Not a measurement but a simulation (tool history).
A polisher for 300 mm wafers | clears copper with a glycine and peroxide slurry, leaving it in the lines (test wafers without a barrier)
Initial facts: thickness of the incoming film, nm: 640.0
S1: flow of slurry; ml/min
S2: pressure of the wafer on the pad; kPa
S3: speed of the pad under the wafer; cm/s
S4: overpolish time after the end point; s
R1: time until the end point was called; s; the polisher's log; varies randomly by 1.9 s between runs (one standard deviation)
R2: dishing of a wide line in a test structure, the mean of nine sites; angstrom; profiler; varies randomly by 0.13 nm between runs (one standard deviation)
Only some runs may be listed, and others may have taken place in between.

| run | hour | S1 | S2 | S3 | S4 | R1 | R2 |
|---|---|---|---|---|---|---|---|
| 1 | 0.0 | 210 | 18.6 | 96 | 8 | 104.190 | 328.400 |
| 2 | 0.9 | 210 | 22.1 | 96 | 8 | 93.267 | 366.050 |
| 3 | 3.2 | 230 | 22.1 | 96 | 8 | 91.582 | 378.710 |
| 4 | 12.2 | 230 | 22.1 | 74 | 8 | 109.760 | 321.280 |
| 5 | 15.1 | 200 | 20.0 | 76 | 6 | 118.940 | 239.410 |
| 6 | 19.0 | 200 | 17.2 | 76 | 6 | 135.740 | 215.320 |
| 7 | 20.2 | 140 | 12.4 | 98 | 2 | 152.800 | 67.517 |
| 8 | 27.5 | 200 | 13.8 | 104 | 2 | 127.360 | 81.712 |

Run 9 comes next. What will it give?
| 9 | 32.3 | 225 | 14.5 | 96 | 2 | ? | ? |

{"run 9": {"R1": 130.02, "R2": 80.408}}
